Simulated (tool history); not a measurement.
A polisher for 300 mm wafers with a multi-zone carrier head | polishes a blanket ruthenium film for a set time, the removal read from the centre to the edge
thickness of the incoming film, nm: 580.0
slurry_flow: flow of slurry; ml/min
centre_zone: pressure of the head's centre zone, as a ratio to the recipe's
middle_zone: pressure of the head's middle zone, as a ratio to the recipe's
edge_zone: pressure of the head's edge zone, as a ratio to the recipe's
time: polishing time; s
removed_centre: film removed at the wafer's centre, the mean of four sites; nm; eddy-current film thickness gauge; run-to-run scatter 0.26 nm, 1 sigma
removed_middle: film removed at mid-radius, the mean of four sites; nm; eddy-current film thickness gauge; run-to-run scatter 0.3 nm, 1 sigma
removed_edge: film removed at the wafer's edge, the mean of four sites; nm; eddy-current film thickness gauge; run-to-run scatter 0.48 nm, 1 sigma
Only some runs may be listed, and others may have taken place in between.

run	hour	slurry_flow	centre_zone	middle_zone	edge_zone	time	removed_centre	removed_middle	removed_edge
1	0	210	1	1	1	38	30.215	34.484	33.089
2	6.1	210	1	1	1.06	38	30.052	34.586	34.191
3	8.3	210	1.03	1	1.06	38	30.954	34.81	35.556
4	12.7	215	1.02	1.03	1.07	38	30.77	35.454	34.608
# hour 14.9: centre zone pressure recalibrated
5	14.9	215	1	1.05	1.09	38	33.231	36.182	35.657
6	21.5	200	0.98	1.02	1.03	40	34.378	36.862	35.371
7	27.7	235	0.99	1.02	1.01	40	35.786	37.533	35.229
8	35.8	205	1.04	1.07	1.03	39	35.862	37.8	34.861

Run 9 has not been measured yet. What should we expect?
9	44.4	185	0.98	1.08	1.07	39	?	?	?

{"run 9": {"removed_centre": 33.209, "removed_middle": 37.248, "removed_edge": 35.507}}
